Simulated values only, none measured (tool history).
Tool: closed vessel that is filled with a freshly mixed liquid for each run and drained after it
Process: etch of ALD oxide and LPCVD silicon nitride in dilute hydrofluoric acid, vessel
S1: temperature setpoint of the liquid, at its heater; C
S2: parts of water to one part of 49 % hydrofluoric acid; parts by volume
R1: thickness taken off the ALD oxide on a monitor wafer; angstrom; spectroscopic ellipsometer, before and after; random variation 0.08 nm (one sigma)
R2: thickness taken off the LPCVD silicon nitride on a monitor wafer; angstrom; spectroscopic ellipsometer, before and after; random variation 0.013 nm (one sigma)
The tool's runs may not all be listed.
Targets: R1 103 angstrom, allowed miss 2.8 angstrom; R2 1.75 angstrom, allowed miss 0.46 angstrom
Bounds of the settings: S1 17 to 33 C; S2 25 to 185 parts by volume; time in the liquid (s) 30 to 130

run 1 hour=0 | S1=25 S2=105 time_in_the_liquid_(s)=65 | R1=215.65 R2=3.3807
run 2 hour=0.7 | S1=25 S2=105 time_in_the_liquid_(s)=45 | R1=152.12 R2=2.1114
run 3 hour=1.9 | S1=25 S2=130 time_in_the_liquid_(s)=45 | R1=119.27 R2=1.8386
run 4 hour=10.1 | S1=25 S2=130 time_in_the_liquid_(s)=30 | R1=78.779 R2=1.059
run 5 hour=11.1 | S1=25 S2=155 time_in_the_liquid_(s)=30 | R1=64.116 R2=1.1027
run 6 hour=12.6 | S1=26 S2=150 time_in_the_liquid_(s)=30 | R1=70.121 R2=1.2182
run 7 hour=18.3 | S1=26.5 S2=145 time_in_the_liquid_(s)=30 | R1=74.002 R2=1.2665
run 8 hour=26.6 | S1=27 S2=140 time_in_the_liquid_(s)=30 | R1=78.197 R2=1.299
run 9 hour=33.9 | S1=27.5 S2=135 time_in_the_liquid_(s)=30 | R1=83.885 R2=1.4271
run 10 hour=38.2 | S1=28.5 S2=125 time_in_the_liquid_(s)=30 | R1=95.507 R2=1.6572
run 11 hour=39.7 | S1=28.5 S2=120 time_in_the_liquid_(s)=30 | R1=98.966 R2=1.7665
run 12 hour=41.2 | S1=29 S2=115 time_in_the_liquid_(s)=30 | R1=106.27 R2=1.6419

5 next moves are on the table. One of them brings every result within its allowed miss. Which?
run A hour=42.7 | S1=29 S2=110 time_in_the_liquid_(s)=30 | R1=? R2=?
run B hour=42.7 | S1=27.5 S2=145 time_in_the_liquid_(s)=40 | R1=? R2=?
run C hour=42.7 | S1=30.5 S2=115 time_in_the_liquid_(s)=30 | R1=? R2=?
run D hour=42.7 | S1=27 S2=120 time_in_the_liquid_(s)=35 | R1=? R2=?
run E hour=42.7 | S1=29.5 S2=145 time_in_the_liquid_(s)=40 | R1=? R2=?

move=A R1=110.99 R2=1.7074
move=B R1=101.43 R2=1.57
move=C R1=111.48 R2=1.7931
move=D R1=108.63 R2=1.6086
move=E R1=109.15 R2=1.7778
A: further off than the last run
B: meets every target
C: further off than the last run
D: further off than the last run
E: further off than the last run
Move B is the one to make.
